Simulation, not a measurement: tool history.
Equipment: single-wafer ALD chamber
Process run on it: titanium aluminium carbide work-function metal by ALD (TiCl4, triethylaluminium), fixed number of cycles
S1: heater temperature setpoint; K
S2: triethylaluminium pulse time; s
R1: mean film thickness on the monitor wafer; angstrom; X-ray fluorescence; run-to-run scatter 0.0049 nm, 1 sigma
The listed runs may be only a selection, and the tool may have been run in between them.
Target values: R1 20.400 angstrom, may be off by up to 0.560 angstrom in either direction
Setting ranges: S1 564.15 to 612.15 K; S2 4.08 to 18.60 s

run 1 hour=0.0 | S1=588.15 S2=11.34 | R1=22.903
run 2 hour=1.4 | S1=583.15 S2=10.58 | R1=22.371
run 3 hour=3.4 | S1=579.15 S2=9.91 | R1=21.648
run 4 hour=10.6 | S1=579.15 S2=6.85 | R1=18.056
run 5 hour=19.4 | S1=579.15 S2=7.34 | R1=19.112
run 6 hour=23.8 | S1=579.15 S2=5.73 | R1=14.312
run 7 hour=28.5 | S1=576.15 S2=6.23 | R1=16.108
run 8 hour=29.5 | S1=576.15 S2=6.89 | R1=17.868
run 9 hour=31.1 | S1=574.15 S2=7.03 | R1=18.146

Which single option among these 5 for the next run brings every result within its allowed miss of target? Just one does.
run A hour=32.7 | S1=564.15 S2=9.82 | R1=?
run B hour=32.7 | S1=581.15 S2=11.33 | R1=?
run C hour=32.7 | S1=574.15 S2=7.76 | R1=?
run D hour=32.7 | S1=598.15 S2=6.66 | R1=?
run E hour=32.7 | S1=577.15 S2=7.35 | R1=?

move=A R1=20.488
move=B R1=22.403
move=C R1=19.429
move=D R1=18.831
move=E R1=18.970
A: each result inside its tolerance
B: takes the biggest miss from the last run beyond its target
C: gains on the last run, yet a result remains outside its allowed miss
D: gains on the last run, yet a result remains outside its allowed miss
E: gains on the last run, yet a result remains outside its allowed miss
The right move is A.
